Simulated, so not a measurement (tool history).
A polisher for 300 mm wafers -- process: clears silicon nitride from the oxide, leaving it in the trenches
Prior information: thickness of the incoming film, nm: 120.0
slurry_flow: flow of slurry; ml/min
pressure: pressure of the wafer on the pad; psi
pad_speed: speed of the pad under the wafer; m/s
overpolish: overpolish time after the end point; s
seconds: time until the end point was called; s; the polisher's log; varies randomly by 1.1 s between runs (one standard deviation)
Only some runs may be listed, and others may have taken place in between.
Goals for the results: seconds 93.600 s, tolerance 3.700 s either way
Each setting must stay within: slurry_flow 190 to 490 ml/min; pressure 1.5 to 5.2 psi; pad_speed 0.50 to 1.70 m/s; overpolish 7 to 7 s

| run | hour | slurry_flow | pressure | pad_speed | overpolish | seconds |
|---|---|---|---|---|---|---|
| 1 | 0.0 | 315 | 3.3 | 1.10 | 7 | 133.410 |
| 2 | 1.8 | 390 | 3.3 | 1.10 | 7 | 130.810 |
| 3 | 10.6 | 390 | 3.3 | 1.10 | 7 | 132.710 |
| 4 | 14.7 | 390 | 4.0 | 1.10 | 7 | 110.000 |
| 5 | 18.3 | 390 | 4.2 | 1.10 | 7 | 104.950 |
| 6 | 25.3 | 360 | 4.2 | 1.10 | 7 | 104.990 |
| 7 | 29.9 | 360 | 4.3 | 1.10 | 7 | 102.770 |
| 8 | 37.8 | 360 | 4.4 | 1.10 | 7 | 101.810 |
| 9 | 42.3 | 360 | 4.5 | 1.10 | 7 | 98.212 |

Exactly one of the 4 candidate moves below puts every result within its allowed miss. Which one?
| A | 46.8 | 360 | 4.1 | 1.18 | 7 | ? |
| B | 46.8 | 205 | 4.8 | 1.06 | 7 | ? |
| C | 46.8 | 365 | 3.8 | 1.24 | 7 | ? |
| D | 46.8 | 295 | 4.8 | 1.12 | 7 | ? |

| move | seconds |
|---|---|
| A | 102.110 |
| B | 101.050 |
| C | 104.690 |
| D | 93.271 |
A: the biggest miss grows against the last run
B: the biggest miss grows against the last run
C: the biggest miss grows against the last run
D: in spec on every target
The move that meets every target is D.

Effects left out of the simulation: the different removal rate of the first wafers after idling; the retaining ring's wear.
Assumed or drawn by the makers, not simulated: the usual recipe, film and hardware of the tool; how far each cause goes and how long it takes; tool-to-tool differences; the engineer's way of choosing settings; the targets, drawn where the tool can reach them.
